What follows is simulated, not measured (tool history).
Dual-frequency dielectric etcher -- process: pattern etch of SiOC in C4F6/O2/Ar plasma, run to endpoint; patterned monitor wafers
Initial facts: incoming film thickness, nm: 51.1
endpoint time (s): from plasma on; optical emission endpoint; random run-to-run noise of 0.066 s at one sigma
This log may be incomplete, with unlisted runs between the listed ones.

Run 1, hour 0: bias power (W) 343, source power (W) 470. Result: endpoint time (s) 17.152.
Run 2, hour 1.7: bias power (W) 288, source power (W) 470. Result: endpoint time (s) 17.829.
Run 3, hour 4.2: bias power (W) 288, source power (W) 560. Result: endpoint time (s) 16.727.
Run 4, hour 5.5: bias power (W) 233, source power (W) 560. Result: endpoint time (s) 17.394.
Run 5, hour 8: bias power (W) 290, source power (W) 560. Result: endpoint time (s) 16.771.
Run 6, hour 8.7: bias power (W) 296, source power (W) 560. Result: endpoint time (s) 16.683.
Run 7, hour 9.4: bias power (W) 301, source power (W) 560. Result: endpoint time (s) 16.58.
Run 8, hour 10.7: bias power (W) 305, source power (W) 560. Result: endpoint time (s) 16.692.
Run 9, hour 18.6: bias power (W) 311, source power (W) 560. Result: endpoint time (s) 16.555.

What does the tool deliver on the next run?
Run 10, hour 25.5: bias power (W) 315, source power (W) 560. Result: endpoint time (s) ?.

Run 10 gave endpoint time (s) 16.577.

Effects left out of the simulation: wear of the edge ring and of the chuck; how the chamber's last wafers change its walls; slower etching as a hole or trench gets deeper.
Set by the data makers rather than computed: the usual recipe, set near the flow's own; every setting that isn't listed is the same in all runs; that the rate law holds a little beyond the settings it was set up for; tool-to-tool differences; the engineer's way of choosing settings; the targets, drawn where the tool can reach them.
